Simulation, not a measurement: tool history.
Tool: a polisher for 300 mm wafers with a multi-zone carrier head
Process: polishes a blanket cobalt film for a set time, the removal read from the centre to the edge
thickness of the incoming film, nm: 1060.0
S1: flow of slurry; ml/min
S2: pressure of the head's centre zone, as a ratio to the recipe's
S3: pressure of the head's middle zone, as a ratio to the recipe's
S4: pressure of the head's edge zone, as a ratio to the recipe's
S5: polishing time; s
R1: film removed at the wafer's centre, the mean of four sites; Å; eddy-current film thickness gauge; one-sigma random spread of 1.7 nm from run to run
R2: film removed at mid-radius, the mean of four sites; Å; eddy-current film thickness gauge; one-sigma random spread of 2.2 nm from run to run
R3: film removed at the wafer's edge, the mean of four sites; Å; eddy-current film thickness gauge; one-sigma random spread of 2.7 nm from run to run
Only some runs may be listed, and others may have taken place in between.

| run | hour | S1 | S2 | S3 | S4 | S5 | R1 | R2 | R3 |
|---|---|---|---|---|---|---|---|---|---|
| 1 | 0 | 160 | 1 | 1 | 1 | 66 | 3525.2 | 3557.9 | 3430.2 |
| 2 | 1.8 | 155 | 0.98 | 1.01 | 0.97 | 63 | 3269.7 | 3419.7 | 3215.3 |
| 3 | 10 | 155 | 0.98 | 1.01 | 0.92 | 63 | 3264.9 | 3418.7 | 3163.6 |
| 4 | 15 | 155 | 0.93 | 1.01 | 0.92 | 63 | 3135.7 | 3392.8 | 3141.3 |
| 5 | 19.9 | 150 | 0.92 | 1.02 | 0.9 | 61 | 3001.2 | 3311.6 | 3080.1 |
| 6 | 24.3 | 155 | 0.92 | 1.04 | 0.89 | 58 | 2885 | 3225.6 | 2862.7 |
| 7 | 25 | 155 | 0.91 | 1.05 | 0.88 | 56 | 2748.4 | 3149.9 | 2738.5 |
| 8 | 26.1 | 155 | 0.9 | 1.05 | 0.87 | 55 | 2690.2 | 3066.2 | 2716.2 |
| 9 | 28.8 | 155 | 0.9 | 1.05 | 0.87 | 55 | 2713.9 | 3112.3 | 2730.6 |
| 10 | 33.9 | 155 | 0.89 | 1.06 | 0.86 | 54 | 2583.1 | 3032.6 | 2667.7 |
| 11 | 42.2 | 155 | 0.89 | 1.07 | 0.85 | 53 | 2594.6 | 3005.2 | 2597.2 |

Run 12, settings as shown, results not yet in. Your forecast:
| 12 | 46.1 | 150 | 0.88 | 1.08 | 0.84 | 52 | ? | ? | ? |

Logged for run 12: R1 2479.4 Å, R2 2979.9 Å, R3 2567.6 Å.
